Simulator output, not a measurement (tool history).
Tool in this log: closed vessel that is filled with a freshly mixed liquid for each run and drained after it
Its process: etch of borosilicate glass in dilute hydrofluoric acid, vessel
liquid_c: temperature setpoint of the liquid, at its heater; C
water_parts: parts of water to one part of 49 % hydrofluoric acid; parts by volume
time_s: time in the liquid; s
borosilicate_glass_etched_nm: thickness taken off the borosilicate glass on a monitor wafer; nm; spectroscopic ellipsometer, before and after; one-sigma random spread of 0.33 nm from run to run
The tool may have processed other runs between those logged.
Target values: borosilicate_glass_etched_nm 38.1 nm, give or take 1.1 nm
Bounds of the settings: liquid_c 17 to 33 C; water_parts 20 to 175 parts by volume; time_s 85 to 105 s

run	hour	liquid_c	water_parts	time_s	borosilicate_glass_etched_nm
1	0	25	95	105	27.67
2	4	25	95	105	27.281
3	8.3	25	95	105	27.232
4	9.4	25	75	105	35.692
5	10	25.5	75	105	36.492
6	11.9	25.5	60	105	46.373
7	19.7	24.5	60	105	44.767
8	26.4	23	60	105	42.244
9	34.8	22	60	105	40.438
10	35.9	21.5	60	105	39.721

5 next moves are on the table. One of them brings every result within its allowed miss. Which?
A	37	21.5	50	95	?
B	37	18.5	55	105	?
C	37	22	55	85	?
D	37	23.5	60	105	?
E	37	18	55	100	?

move	borosilicate_glass_etched_nm
A	43.35
B	38.077
C	35.798
D	42.896
E	35.485
A: the biggest miss grows against the last run
B: all results in spec
C: carries the result that was furthest off beyond its target, to the other side
D: the biggest miss grows against the last run
E: carries the result that was furthest off beyond its target, to the other side
Move B is the one to make.

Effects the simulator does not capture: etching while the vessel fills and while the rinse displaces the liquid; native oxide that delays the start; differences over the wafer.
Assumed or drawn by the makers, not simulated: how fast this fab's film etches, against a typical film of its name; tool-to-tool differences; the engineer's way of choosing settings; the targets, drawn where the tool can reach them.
